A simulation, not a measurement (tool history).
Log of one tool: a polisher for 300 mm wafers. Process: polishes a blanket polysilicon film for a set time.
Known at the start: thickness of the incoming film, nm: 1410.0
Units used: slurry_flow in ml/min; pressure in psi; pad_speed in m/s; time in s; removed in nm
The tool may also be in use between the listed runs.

{"run": 1, "hour": 0.0, "slurry_flow": 180, "pressure": 2.4, "pad_speed": 1.14, "time": 63, "removed": 516.44}
{"run": 2, "hour": 6.8, "slurry_flow": 180, "pressure": 2.4, "pad_speed": 0.92, "time": 63, "removed": 424.88}
{"run": 3, "hour": 15.6, "slurry_flow": 180, "pressure": 2.4, "pad_speed": 0.72, "time": 63, "removed": 356.86}
{"run": 4, "hour": 24.2, "slurry_flow": 145, "pressure": 2.4, "pad_speed": 0.72, "time": 63, "removed": 336.46}
{"run": 5, "hour": 24.8, "slurry_flow": 140, "pressure": 2.1, "pad_speed": 0.72, "time": 63, "removed": 297.99}
{"run": 6, "hour": 25.7, "slurry_flow": 135, "pressure": 1.8, "pad_speed": 0.72, "time": 63, "removed": 280.82}

Run 7 is up next; what results do you expect?
{"run": 7, "hour": 28.5, "slurry_flow": 135, "pressure": 1.8, "pad_speed": 0.72, "time": 63, "removed": "?"}

removed: 275.10 nm

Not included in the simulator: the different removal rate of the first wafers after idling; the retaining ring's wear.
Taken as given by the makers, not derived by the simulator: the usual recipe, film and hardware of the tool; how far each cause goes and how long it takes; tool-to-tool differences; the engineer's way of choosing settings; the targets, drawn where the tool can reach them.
